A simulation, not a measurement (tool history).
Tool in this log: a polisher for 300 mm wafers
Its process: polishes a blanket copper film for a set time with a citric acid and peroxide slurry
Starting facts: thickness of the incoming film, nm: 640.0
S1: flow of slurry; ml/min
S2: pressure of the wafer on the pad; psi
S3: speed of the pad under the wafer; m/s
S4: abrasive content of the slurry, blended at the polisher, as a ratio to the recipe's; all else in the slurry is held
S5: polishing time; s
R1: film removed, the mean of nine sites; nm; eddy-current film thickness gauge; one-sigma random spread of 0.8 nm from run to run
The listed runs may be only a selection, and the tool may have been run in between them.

| run | day | S1 | S2 | S3 | S4 | S5 | R1 |
|---|---|---|---|---|---|---|---|
| 1 | 0.000 | 145 | 2.6 | 1.24 | 1.0 | 21 | 41.701 |
| 2 | 0.100 | 145 | 2.7 | 1.24 | 1.0 | 21 | 41.938 |
| 3 | 0.146 | 145 | 2.7 | 1.24 | 1.0 | 21 | 43.309 |
| 4 | 0.421 | 145 | 2.8 | 1.24 | 1.0 | 21 | 44.067 |
| 5 | 0.704 | 145 | 2.4 | 1.24 | 1.0 | 21 | 39.078 |
| 6 | 0.967 | 135 | 2.4 | 1.24 | 1.0 | 21 | 38.358 |
| 7 | 1.179 | 135 | 2.6 | 1.26 | 1.0 | 21 | 41.969 |

What will run 8 give?
| 8 | 1.229 | 135 | 2.7 | 1.28 | 1.0 | 21 | ? |

{"run 8": {"R1": 43.875}}

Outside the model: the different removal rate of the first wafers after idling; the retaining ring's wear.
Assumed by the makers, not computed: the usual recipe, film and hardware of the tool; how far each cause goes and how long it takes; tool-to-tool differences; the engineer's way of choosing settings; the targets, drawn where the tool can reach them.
